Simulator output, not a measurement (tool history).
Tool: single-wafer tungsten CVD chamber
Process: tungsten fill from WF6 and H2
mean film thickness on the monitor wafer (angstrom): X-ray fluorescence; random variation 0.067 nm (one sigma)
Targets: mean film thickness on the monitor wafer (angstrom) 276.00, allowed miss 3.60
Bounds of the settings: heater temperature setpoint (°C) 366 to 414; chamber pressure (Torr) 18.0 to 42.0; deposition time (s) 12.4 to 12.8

run	hour	heater temperature setpoint (°C)	chamber pressure (Torr)	deposition time (s)	mean film thickness on the monitor wafer (angstrom)
1	0.0	390	30.0	12.4	301.85
2	7.2	390	27.5	12.4	293.93
3	14.9	395	27.5	12.4	321.33
4	17.8	395	27.5	12.4	321.75
5	22.1	393	27.5	12.4	309.41
6	30.8	393	27.5	12.8	320.07
7	34.8	391	27.5	12.8	308.48
8	40.7	390	27.5	12.8	303.15
9	45.7	389	27.5	12.8	297.75
10	51.9	388	27.5	12.8	291.71
11	60.1	387	27.5	12.8	287.58

5 next moves are on the table. One of them brings every result within its allowed miss. Which?
A	68.3	386	28.9	12.4	?
B	68.3	390	26.3	12.8	?
C	68.3	386	30.9	12.4	?
D	68.3	383	30.8	12.4	?
E	68.3	393	23.2	12.8	?

move	mean film thickness on the monitor wafer (angstrom)
A	275.15
B	297.91
C	280.76
D	264.94
E	303.75
A: meets every target
B: further off than the last run
C: nearer than the last run, and not there yet
D: takes the result that was furthest off past its target
E: further off than the last run
Answer: A

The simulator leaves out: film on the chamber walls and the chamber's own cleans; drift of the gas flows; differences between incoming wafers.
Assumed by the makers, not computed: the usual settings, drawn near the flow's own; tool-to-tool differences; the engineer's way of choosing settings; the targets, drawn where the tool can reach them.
